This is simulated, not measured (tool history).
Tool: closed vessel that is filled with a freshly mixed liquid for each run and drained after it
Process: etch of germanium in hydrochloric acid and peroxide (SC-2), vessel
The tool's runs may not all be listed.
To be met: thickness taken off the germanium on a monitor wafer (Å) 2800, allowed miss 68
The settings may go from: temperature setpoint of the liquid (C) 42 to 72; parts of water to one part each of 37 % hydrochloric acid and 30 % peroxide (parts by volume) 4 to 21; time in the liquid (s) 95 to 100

run  hour  temperature setpoint of the liquid (C)  parts of water to one part each of 37 % hydrochloric acid and 30 % peroxide (parts by volume)  time in the liquid (s)  thickness taken off the germanium on a monitor wafer (Å)
  1     0                                      58                                                                                           11.5                      95                                                    3138.2
  2   6.7                                      58                                                                                            8.5                      95                                                    3238.6
  3  15.6                                      57                                                                                            8.5                      95                                                    3148.1
  4  20.4                                      56                                                                                            8.5                      95                                                    3027.4
  5  24.1                                      56                                                                                            8.5                      95                                                    3058.6
  6  26.4                                    50.5                                                                                            8.5                      95                                                    2600.6
  7  29.7                                      51                                                                                            8.5                      95                                                      2663
  8  30.6                                    51.5                                                                                            8.5                      95                                                    2673.7
  9  31.9                                    51.5                                                                                            8.5                      95                                                    2666.7
 10  40.1                                      52                                                                                            8.5                      95                                                      2742
 11  43.9                                      52                                                                                            8.5                      95                                                      2704

5 next moves are on the table. One of them brings every result within its allowed miss. Which?
  A  47.7                                      51                                                                                              9                      95                                                         ?
  B  47.7                                    51.5                                                                                            8.5                      95                                                         ?
  C  47.7                                      49                                                                                              9                     100                                                         ?
  D  47.7                                    52.5                                                                                              7                      95                                                         ?
  E  47.7                                      51                                                                                            7.5                      95                                                         ?

move  thickness taken off the germanium on a monitor wafer (Å)
   A                                                    2617.6
   B                                                    2671.1
   C                                                    2586.7
   D                                                    2792.1
   E                                                    2652.4
A: further off than the last run
B: further off than the last run
C: further off than the last run
D: meets every target
E: further off than the last run
Answer: D
